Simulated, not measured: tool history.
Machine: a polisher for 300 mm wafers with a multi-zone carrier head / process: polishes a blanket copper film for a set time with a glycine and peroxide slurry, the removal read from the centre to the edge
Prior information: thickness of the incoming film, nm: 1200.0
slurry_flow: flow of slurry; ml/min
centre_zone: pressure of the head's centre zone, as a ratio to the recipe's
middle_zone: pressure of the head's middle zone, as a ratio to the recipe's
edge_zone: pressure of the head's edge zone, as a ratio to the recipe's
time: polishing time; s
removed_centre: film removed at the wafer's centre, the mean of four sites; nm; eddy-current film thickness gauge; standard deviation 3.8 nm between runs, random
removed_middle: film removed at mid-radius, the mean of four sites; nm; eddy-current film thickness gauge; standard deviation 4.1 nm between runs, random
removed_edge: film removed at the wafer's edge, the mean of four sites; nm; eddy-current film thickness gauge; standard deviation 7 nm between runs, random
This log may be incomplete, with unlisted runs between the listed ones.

run 1 hour=0 | slurry_flow=180 centre_zone=1 middle_zone=1 edge_zone=1 time=74 | removed_centre=462.94 removed_middle=457.21 removed_edge=464.56
run 2 hour=2.5 | slurry_flow=190 centre_zone=1.01 middle_zone=1.01 edge_zone=1 time=74 | removed_centre=474.35 removed_middle=466.1 removed_edge=465.56
run 3 hour=9.8 | slurry_flow=190 centre_zone=1.09 middle_zone=1.01 edge_zone=1 time=74 | removed_centre=518.03 removed_middle=469.43 removed_edge=474.76
run 4 hour=17.2 | slurry_flow=195 centre_zone=1.09 middle_zone=1.02 edge_zone=1 time=74 | removed_centre=514.76 removed_middle=470.76 removed_edge=479.99
run 5 hour=25.2 | slurry_flow=200 centre_zone=1.09 middle_zone=1.03 edge_zone=0.99 time=74 | removed_centre=515.99 removed_middle=478.63 removed_edge=475.44
run 6 hour=28.2 | slurry_flow=205 centre_zone=1.09 middle_zone=1.04 edge_zone=0.98 time=74 | removed_centre=515.78 removed_middle=479.85 removed_edge=480.19
run 7 hour=32.1 | slurry_flow=205 centre_zone=1.1 middle_zone=1.06 edge_zone=0.97 time=74 | removed_centre=518.45 removed_middle=494.88 removed_edge=466.25
run 8 hour=35.9 | slurry_flow=210 centre_zone=1.1 middle_zone=1.07 edge_zone=0.97 time=74 | removed_centre=523.54 removed_middle=491.35 removed_edge=480.92

For run 9, what comes out?
run 9 hour=41.4 | slurry_flow=220 centre_zone=1.1 middle_zone=1.17 edge_zone=0.87 time=74 | removed_centre=? removed_middle=? removed_edge=?

Run 9 gave removed_centre 526.94 nm, removed_middle 532.77 nm, removed_edge 431.98 nm.

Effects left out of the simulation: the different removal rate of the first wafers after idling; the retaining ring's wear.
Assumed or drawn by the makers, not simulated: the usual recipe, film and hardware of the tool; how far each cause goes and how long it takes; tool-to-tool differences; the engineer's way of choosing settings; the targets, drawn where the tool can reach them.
